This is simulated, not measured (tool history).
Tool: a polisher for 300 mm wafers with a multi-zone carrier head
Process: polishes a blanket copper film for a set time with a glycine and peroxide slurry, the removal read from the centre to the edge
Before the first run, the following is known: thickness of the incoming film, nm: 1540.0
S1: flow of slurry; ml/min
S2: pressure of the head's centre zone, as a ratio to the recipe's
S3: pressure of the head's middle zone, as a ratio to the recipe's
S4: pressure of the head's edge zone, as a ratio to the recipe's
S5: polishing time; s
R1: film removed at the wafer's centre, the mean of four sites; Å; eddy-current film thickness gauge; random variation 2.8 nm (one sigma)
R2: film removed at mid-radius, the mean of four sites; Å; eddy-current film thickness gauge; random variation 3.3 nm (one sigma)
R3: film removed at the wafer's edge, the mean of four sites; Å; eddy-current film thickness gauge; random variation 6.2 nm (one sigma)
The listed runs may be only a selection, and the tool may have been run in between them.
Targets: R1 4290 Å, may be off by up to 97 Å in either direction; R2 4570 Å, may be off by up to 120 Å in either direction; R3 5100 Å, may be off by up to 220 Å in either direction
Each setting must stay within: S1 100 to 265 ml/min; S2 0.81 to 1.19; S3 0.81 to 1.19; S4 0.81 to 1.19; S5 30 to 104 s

run,day,S1,S2,S3,S4,S5,R1,R2,R3
1,0,170,1,1,1,67,4073.7,4016.3,4039.7
2,0.333,175,0.99,1,1.02,68,4049.9,4086.7,4108.8
3,0.496,175,0.99,1.07,1.02,68,4129.6,4351.5,4068
4,0.821,175,0.98,1.06,1.04,69,4117.1,4408.4,4166.5
5,0.858,175,0.97,1.04,1.06,70,4168.5,4438.1,4362.1
6,1.017,175,0.97,1.03,1.08,70,4127.9,4345.2,4323.7
7,1.104,175,0.96,1.02,1.09,71,4171,4385.1,4375.1
8,1.183,175,0.95,1.01,1.1,72,4197.4,4412.3,4475.3
9,1.296,175,0.94,1,1.11,73,4233.3,4414,4580.9
10,1.433,175,0.93,0.99,1.12,74,4192.3,4442.6,4672.8
11,1.771,175,0.93,0.99,1.13,74,4216.5,4418.6,4619.8
12,1.933,175,0.93,0.99,1.13,74,4211,4476.1,4704.4
13,2.2,175,0.93,0.98,1.14,74,4224.5,4435.3,4588

Next run, 4 choices. One meets every target within its allowed miss, the rest don't. Which?
A,2.467,160,0.99,1.08,1.16,69,?,?,?
B,2.467,175,1.02,1.11,1.19,67,?,?,?
C,2.467,175,0.96,1,1.08,70,?,?,?
D,2.467,185,0.88,0.94,1.19,79,?,?,?

move,R1,R2,R3
A,4128.1,4491.8,4295.4
B,4178.9,4514.7,4251.4
C,4115.4,4317.9,4264.4
D,4303.1,4658.8,5049.2
A: moves away from the targets compared with the last run
B: moves away from the targets compared with the last run
C: moves away from the targets compared with the last run
D: each result inside its tolerance
The move that meets every target is D.

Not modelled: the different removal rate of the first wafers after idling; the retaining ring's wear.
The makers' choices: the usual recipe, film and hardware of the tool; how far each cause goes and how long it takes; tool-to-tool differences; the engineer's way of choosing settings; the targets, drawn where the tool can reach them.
